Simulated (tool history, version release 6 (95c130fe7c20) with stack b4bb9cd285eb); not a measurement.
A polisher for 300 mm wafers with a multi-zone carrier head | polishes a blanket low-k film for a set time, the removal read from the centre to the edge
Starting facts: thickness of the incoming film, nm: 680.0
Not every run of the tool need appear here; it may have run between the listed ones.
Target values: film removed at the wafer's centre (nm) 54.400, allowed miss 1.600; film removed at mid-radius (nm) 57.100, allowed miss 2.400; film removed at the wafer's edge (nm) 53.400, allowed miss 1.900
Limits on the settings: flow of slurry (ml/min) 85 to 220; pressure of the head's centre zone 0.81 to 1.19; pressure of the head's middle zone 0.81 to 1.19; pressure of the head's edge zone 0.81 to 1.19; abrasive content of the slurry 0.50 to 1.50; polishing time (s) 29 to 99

| run | hour | flow of slurry (ml/min) | pressure of the head's centre zone | pressure of the head's middle zone | pressure of the head's edge zone | abrasive content of the slurry | polishing time (s) | film removed at the wafer's centre (nm) | film removed at mid-radius (nm) | film removed at the wafer's edge (nm) |
|---|---|---|---|---|---|---|---|---|---|---|
| 1 | 0.0 | 140 | 1.00 | 1.00 | 1.00 | 1.00 | 64 | 39.831 | 43.816 | 44.890 |
| 2 | 8.4 | 145 | 1.02 | 1.01 | 1.01 | 1.00 | 64 | 40.757 | 43.826 | 44.867 |
| 3 | 15.9 | 145 | 1.02 | 1.01 | 1.01 | 1.00 | 75 | 48.014 | 52.080 | 53.624 |
| 4 | 22.9 | 150 | 1.03 | 1.02 | 1.00 | 1.00 | 75 | 48.216 | 52.061 | 52.746 |
| 5 | 28.6 | 155 | 1.04 | 1.03 | 1.00 | 1.00 | 75 | 48.945 | 53.418 | 52.677 |
| 6 | 37.3 | 130 | 1.04 | 1.03 | 1.00 | 1.00 | 75 | 46.883 | 51.348 | 52.091 |
| 7 | 38.6 | 135 | 1.05 | 1.03 | 1.00 | 1.00 | 75 | 48.278 | 52.826 | 51.767 |
| 8 | 43.2 | 140 | 1.06 | 1.03 | 1.00 | 1.00 | 75 | 48.246 | 52.740 | 52.290 |
|  | 49.6 | centre zone pressure recalibrated |
| 9 | 49.6 | 145 | 1.07 | 1.03 | 1.00 | 1.00 | 75 | 53.550 | 52.340 | 53.104 |
| 10 | 52.4 | 145 | 1.07 | 1.04 | 1.00 | 1.00 | 75 | 54.028 | 53.602 | 53.000 |

4 next moves are on the table. One of them brings every result within its allowed miss. Which?
| A | 55.2 | 165 | 1.04 | 0.95 | 1.06 | 0.90 | 76 | ? | ? | ? |
| B | 55.2 | 195 | 1.05 | 1.19 | 0.90 | 0.85 | 81 | ? | ? | ? |
| C | 55.2 | 145 | 1.09 | 1.19 | 0.88 | 1.10 | 78 | ? | ? | ? |
| D | 55.2 | 155 | 1.09 | 1.14 | 1.07 | 1.30 | 67 | ? | ? | ? |

| move | film removed at the wafer's centre (nm) | film removed at mid-radius (nm) | film removed at the wafer's edge (nm) |
|---|---|---|---|
| A | 52.606 | 48.958 | 55.194 |
| B | 57.269 | 63.320 | 54.391 |
| C | 58.838 | 63.312 | 54.656 |
| D | 54.297 | 56.263 | 54.906 |
A: lands further from the targets than the last run did
B: moves the result that the last run missed by most past its target, out the other side
C: moves the result that the last run missed by most past its target, out the other side
D: every result lands within tolerance
Move D is the one to make.

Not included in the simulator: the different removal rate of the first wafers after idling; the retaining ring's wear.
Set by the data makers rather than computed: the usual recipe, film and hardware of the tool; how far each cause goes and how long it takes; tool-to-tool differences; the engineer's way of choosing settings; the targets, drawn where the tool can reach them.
